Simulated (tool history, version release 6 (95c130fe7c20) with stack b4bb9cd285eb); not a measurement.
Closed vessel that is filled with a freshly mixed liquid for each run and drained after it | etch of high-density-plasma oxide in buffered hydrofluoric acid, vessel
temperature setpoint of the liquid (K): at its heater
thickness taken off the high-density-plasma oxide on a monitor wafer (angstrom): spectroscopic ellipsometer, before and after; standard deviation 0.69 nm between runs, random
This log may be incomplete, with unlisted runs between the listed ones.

run,hour,temperature setpoint of the liquid (K),parts of 40 % ammonium fluoride to one part of 49 % hydrofluoric acid (parts by volume),time in the liquid (s),thickness taken off the high-density-plasma oxide on a monitor wafer (angstrom)
1,0,293.15,14,85,599.32
2,2,294.15,14,85,635.32
3,10.1,295.15,14,85,672.32
4,11.5,295.65,14,85,695.25
5,16.4,295.65,17,85,568.33
6,19.3,292.15,17,85,468.04

The next listed run, before its measurement:
7,23.2,293.15,16.5,85,?

Logged for run 7: thickness taken off the high-density-plasma oxide on a monitor wafer (angstrom) 514.44.
